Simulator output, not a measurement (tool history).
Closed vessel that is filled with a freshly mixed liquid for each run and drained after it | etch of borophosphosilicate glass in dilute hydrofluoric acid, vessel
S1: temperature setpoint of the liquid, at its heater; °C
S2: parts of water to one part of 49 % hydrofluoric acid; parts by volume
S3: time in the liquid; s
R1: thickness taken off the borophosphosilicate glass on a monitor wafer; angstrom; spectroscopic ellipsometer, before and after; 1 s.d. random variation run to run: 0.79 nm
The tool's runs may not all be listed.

run,hour,S1,S2,S3,R1
1,0.0,22.0,105,245,1001.00
2,6.5,22.0,105,265,1093.30
3,15.8,22.0,135,265,828.35
4,25.0,22.0,120,265,924.50
5,26.0,24.0,115,265,1064.70
6,30.5,24.0,115,265,1065.80
7,36.9,25.5,110,265,1198.90
8,45.9,26.5,110,265,1232.30
9,55.0,27.5,110,265,1286.20
10,58.0,28.0,110,265,1306.00
11,60.4,28.5,110,265,1341.30

The next listed run, before its measurement:
# hour 69.2: thermometer replaced
12,69.2,29.0,110,265,?

R1: 1244.00 angstrom
